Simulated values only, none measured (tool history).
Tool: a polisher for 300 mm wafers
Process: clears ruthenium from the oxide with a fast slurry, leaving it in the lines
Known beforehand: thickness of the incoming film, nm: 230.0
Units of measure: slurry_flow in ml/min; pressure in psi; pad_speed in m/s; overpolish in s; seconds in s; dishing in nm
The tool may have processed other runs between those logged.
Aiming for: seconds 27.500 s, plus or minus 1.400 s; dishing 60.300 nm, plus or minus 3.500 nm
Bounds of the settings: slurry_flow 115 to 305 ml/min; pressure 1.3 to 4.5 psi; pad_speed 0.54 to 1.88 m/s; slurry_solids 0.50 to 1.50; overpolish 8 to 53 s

run 1 hour=0.0 | slurry_flow=195 pressure=2.9 pad_speed=1.20 slurry_solids=1.00 overpolish=27 | seconds=46.686 dishing=102.650
run 2 hour=1.3 | slurry_flow=195 pressure=3.2 pad_speed=1.20 slurry_solids=1.00 overpolish=20 | seconds=43.533 dishing=86.191
run 3 hour=6.9 | slurry_flow=195 pressure=3.7 pad_speed=1.18 slurry_solids=1.00 overpolish=16 | seconds=37.895 dishing=81.761
run 4 hour=14.0 | slurry_flow=195 pressure=3.0 pad_speed=1.18 slurry_solids=1.00 overpolish=16 | seconds=46.935 dishing=66.234
run 5 hour=15.4 | slurry_flow=195 pressure=2.5 pad_speed=1.18 slurry_solids=1.00 overpolish=16 | seconds=55.868 dishing=59.919
run 6 hour=22.1 | slurry_flow=170 pressure=2.5 pad_speed=1.18 slurry_solids=1.00 overpolish=16 | seconds=58.078 dishing=59.272
run 7 hour=28.3 | slurry_flow=215 pressure=2.8 pad_speed=1.22 slurry_solids=1.10 overpolish=13 | seconds=45.480 dishing=59.746
run 8 hour=33.8 | slurry_flow=270 pressure=3.6 pad_speed=1.16 slurry_solids=1.35 overpolish=8 | seconds=34.407 dishing=50.731
run 9 hour=41.0 | slurry_flow=270 pressure=3.8 pad_speed=1.16 slurry_solids=1.35 overpolish=8 | seconds=31.634 dishing=53.355
run 10 hour=45.2 | slurry_flow=270 pressure=3.9 pad_speed=1.16 slurry_solids=1.35 overpolish=8 | seconds=30.887 dishing=55.189
-- hour=51.7 slurry nozzle cleaned
run 11 hour=51.7 | slurry_flow=270 pressure=4.0 pad_speed=1.16 slurry_solids=1.35 overpolish=8 | seconds=29.308 dishing=57.990

Pick the move, out of 5, that brings all results within their allowed miss; only one does.
run A hour=58.2 | slurry_flow=265 pressure=3.9 pad_speed=1.26 slurry_solids=1.40 overpolish=8 | seconds=? dishing=?
run B hour=58.2 | slurry_flow=305 pressure=3.8 pad_speed=1.18 slurry_solids=1.15 overpolish=8 | seconds=? dishing=?
run C hour=58.2 | slurry_flow=270 pressure=4.5 pad_speed=1.24 slurry_solids=1.50 overpolish=8 | seconds=? dishing=?
run D hour=58.2 | slurry_flow=285 pressure=4.5 pad_speed=0.94 slurry_solids=1.25 overpolish=8 | seconds=? dishing=?
run E hour=58.2 | slurry_flow=240 pressure=4.2 pad_speed=1.08 slurry_solids=1.20 overpolish=9 | seconds=? dishing=?

move=A seconds=26.934 dishing=59.651
move=B seconds=31.305 dishing=52.468
move=C seconds=23.133 dishing=67.687
move=D seconds=31.845 dishing=51.697
move=E seconds=31.042 dishing=58.446
A: hits every target within its allowed miss
B: the biggest miss grows against the last run
C: pushes the last run's worst result past its target
D: the biggest miss grows against the last run
E: the biggest miss grows against the last run
Correct choice: A, which meets every target
